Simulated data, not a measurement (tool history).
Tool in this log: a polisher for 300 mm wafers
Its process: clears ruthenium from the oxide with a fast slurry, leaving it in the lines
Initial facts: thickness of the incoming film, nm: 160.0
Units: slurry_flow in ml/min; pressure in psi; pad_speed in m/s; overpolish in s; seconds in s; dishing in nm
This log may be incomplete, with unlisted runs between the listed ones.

run	hour	slurry_flow	pressure	pad_speed	slurry_solids	overpolish	seconds	dishing
1	0	170	3	1.22	1	16	34.035	49.601
2	6.5	170	3.4	1.22	1	16	29.715	54.644
3	14.3	170	3.4	1.22	1	13	29.55	45.72
4	20.1	170	3.4	1.22	1	7	29.721	27.944
5	28.2	170	3.4	1.22	1	5	29.441	20.085
6	30.6	170	3.4	1.22	1	5	29.625	20.309
7	39.4	170	3.3	1.4	1	9	27.421	36.677
8	46.9	160	3.5	1.54	0.9	11	25.346	46.494
9	55.1	130	4.3	1.76	0.65	19	23.76	74.054
10	58.9	140	4.4	1.78	0.65	20	22.835	77.007

Run 11 comes next. What will it give?
11	62	140	4.4	1.82	0.7	21	?	?

Run 11 measured seconds 21.338 s, dishing 81.935 nm.
